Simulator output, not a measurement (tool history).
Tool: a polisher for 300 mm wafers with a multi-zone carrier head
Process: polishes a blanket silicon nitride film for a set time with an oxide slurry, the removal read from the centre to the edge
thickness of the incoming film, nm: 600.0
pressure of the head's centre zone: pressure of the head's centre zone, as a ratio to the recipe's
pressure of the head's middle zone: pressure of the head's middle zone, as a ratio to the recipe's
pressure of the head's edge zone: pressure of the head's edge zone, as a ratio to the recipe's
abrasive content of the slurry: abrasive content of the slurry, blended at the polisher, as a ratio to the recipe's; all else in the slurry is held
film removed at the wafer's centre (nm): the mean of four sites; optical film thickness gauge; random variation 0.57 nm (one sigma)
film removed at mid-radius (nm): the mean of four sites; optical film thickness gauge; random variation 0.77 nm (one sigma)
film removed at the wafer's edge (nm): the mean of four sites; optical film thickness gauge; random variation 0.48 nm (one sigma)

| run | hour | flow of slurry (ml/min) | pressure of the head's centre zone | pressure of the head's middle zone | pressure of the head's edge zone | abrasive content of the slurry | polishing time (s) | film removed at the wafer's centre (nm) | film removed at mid-radius (nm) | film removed at the wafer's edge (nm) |
|---|---|---|---|---|---|---|---|---|---|---|
| 1 | 0.0 | 235 | 1.00 | 1.00 | 1.00 | 1.00 | 78 | 60.418 | 58.997 | 58.870 |
| 2 | 1.1 | 230 | 0.97 | 1.00 | 0.99 | 1.00 | 78 | 57.972 | 57.979 | 59.019 |
| 3 | 5.9 | 225 | 0.95 | 1.01 | 0.97 | 0.95 | 78 | 54.399 | 54.981 | 55.591 |
| 4 | 14.2 | 220 | 0.94 | 1.03 | 0.97 | 0.95 | 78 | 52.816 | 56.519 | 55.185 |
| 5 | 18.3 | 220 | 0.94 | 1.07 | 0.97 | 0.95 | 78 | 52.488 | 59.060 | 55.370 |
| 6 | 20.9 | 220 | 0.94 | 1.07 | 0.97 | 0.85 | 78 | 49.060 | 54.275 | 50.376 |
| 7 | 24.3 | 220 | 0.93 | 1.07 | 0.98 | 0.85 | 78 | 47.787 | 53.367 | 50.783 |
|  | 29.5 | worn pad replaced by a new one |
| 8 | 29.5 | 230 | 0.91 | 1.09 | 1.04 | 0.90 | 78 | 57.796 | 67.424 | 63.979 |
| 9 | 37.2 | 215 | 0.91 | 1.09 | 1.03 | 0.90 | 78 | 57.146 | 64.595 | 63.026 |
| 10 | 45.6 | 215 | 0.90 | 1.08 | 1.02 | 0.90 | 78 | 55.838 | 64.719 | 62.457 |
| 11 | 50.7 | 215 | 0.90 | 1.07 | 1.01 | 0.90 | 78 | 56.778 | 66.122 | 62.890 |
| 12 | 51.9 | 215 | 0.90 | 1.07 | 1.01 | 0.90 | 78 | 56.651 | 66.383 | 62.662 |
| 13 | 56.2 | 200 | 0.90 | 1.07 | 1.00 | 0.90 | 77 | 56.175 | 63.384 | 60.538 |
| 14 | 59.1 | 215 | 0.91 | 1.07 | 1.00 | 0.90 | 77 | 56.287 | 64.156 | 61.256 |
| 15 | 63.5 | 235 | 0.91 | 1.06 | 0.99 | 0.90 | 77 | 57.624 | 66.816 | 60.918 |
| 16 | 65.0 | 225 | 0.91 | 1.07 | 0.99 | 0.90 | 77 | 56.841 | 64.178 | 61.510 |
| 17 | 70.9 | 215 | 0.91 | 1.07 | 0.99 | 0.90 | 77 | 55.985 | 64.854 | 60.747 |
| 18 | 74.4 | 200 | 0.91 | 1.08 | 0.99 | 0.90 | 77 | 54.926 | 63.427 | 60.874 |
| 19 | 83.4 | 190 | 0.92 | 1.09 | 0.98 | 0.90 | 77 | 56.268 | 64.277 | 59.850 |
| 20 | 84.6 | 210 | 0.91 | 1.07 | 0.98 | 0.90 | 77 | 56.558 | 66.119 | 60.837 |
| 21 | 91.9 | 210 | 0.91 | 1.07 | 0.98 | 0.90 | 77 | 56.911 | 63.135 | 60.275 |
| 22 | 100.2 | 215 | 0.92 | 1.07 | 1.00 | 0.90 | 77 | 56.769 | 63.308 | 61.139 |
| 23 | 106.9 | 215 | 0.92 | 1.07 | 1.00 | 0.90 | 77 | 57.362 | 65.185 | 61.724 |

Run 24 comes next. What will it give?
| 24 | 114.3 | 230 | 0.91 | 1.06 | 0.99 | 0.90 | 81 | ? | ? | ? |

{"run 24": {"film removed at the wafer's centre (nm)": 59.086, "film removed at mid-radius (nm)": 67.861, "film removed at the wafer's edge (nm)": 64.901}}
